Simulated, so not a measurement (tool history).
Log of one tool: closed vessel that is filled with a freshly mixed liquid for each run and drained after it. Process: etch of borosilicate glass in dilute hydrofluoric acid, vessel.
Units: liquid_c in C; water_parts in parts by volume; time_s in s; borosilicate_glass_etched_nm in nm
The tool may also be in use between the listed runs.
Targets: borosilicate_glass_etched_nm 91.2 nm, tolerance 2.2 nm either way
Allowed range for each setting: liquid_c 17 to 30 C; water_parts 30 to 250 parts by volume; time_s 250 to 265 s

run 1 hour=0 | liquid_c=22 water_parts=140 time_s=250 | borosilicate_glass_etched_nm=52.12
run 2 hour=1 | liquid_c=20 water_parts=140 time_s=250 | borosilicate_glass_etched_nm=47.615
run 3 hour=6.1 | liquid_c=20 water_parts=110 time_s=250 | borosilicate_glass_etched_nm=62.972
run 4 hour=13.4 | liquid_c=22 water_parts=110 time_s=250 | borosilicate_glass_etched_nm=67.403
run 5 hour=21.2 | liquid_c=20.5 water_parts=110 time_s=250 | borosilicate_glass_etched_nm=64.827
run 6 hour=28.5 | liquid_c=20.5 water_parts=150 time_s=250 | borosilicate_glass_etched_nm=45.398
run 7 hour=30.4 | liquid_c=22.5 water_parts=140 time_s=250 | borosilicate_glass_etched_nm=52.016
run 8 hour=32.5 | liquid_c=24 water_parts=130 time_s=250 | borosilicate_glass_etched_nm=61.757
run 9 hour=36.2 | liquid_c=25 water_parts=125 time_s=250 | borosilicate_glass_etched_nm=67.194
run 10 hour=44.2 | liquid_c=26 water_parts=120 time_s=250 | borosilicate_glass_etched_nm=72.296
-- hour=52.8 hydrofluoric acid flow meter replaced
run 11 hour=52.8 | liquid_c=27 water_parts=120 time_s=250 | borosilicate_glass_etched_nm=82.988
run 12 hour=54 | liquid_c=27.5 water_parts=120 time_s=250 | borosilicate_glass_etched_nm=83.456
run 13 hour=62.1 | liquid_c=28 water_parts=120 time_s=250 | borosilicate_glass_etched_nm=84.64

Next run, 4 choices. One meets every target within its allowed miss, the rest don't. Which?
run A hour=70.2 | liquid_c=27 water_parts=125 time_s=250 | borosilicate_glass_etched_nm=?
run B hour=70.2 | liquid_c=30 water_parts=135 time_s=250 | borosilicate_glass_etched_nm=?
run C hour=70.2 | liquid_c=20 water_parts=85 time_s=250 | borosilicate_glass_etched_nm=?
run D hour=70.2 | liquid_c=29.5 water_parts=130 time_s=250 | borosilicate_glass_etched_nm=?

move=A borosilicate_glass_etched_nm=77.222
move=B borosilicate_glass_etched_nm=78.883
move=C borosilicate_glass_etched_nm=90.288
move=D borosilicate_glass_etched_nm=80.972
A: the biggest miss grows against the last run
B: the biggest miss grows against the last run
C: meets every target
D: the biggest miss grows against the last run
Move C is the one to make.
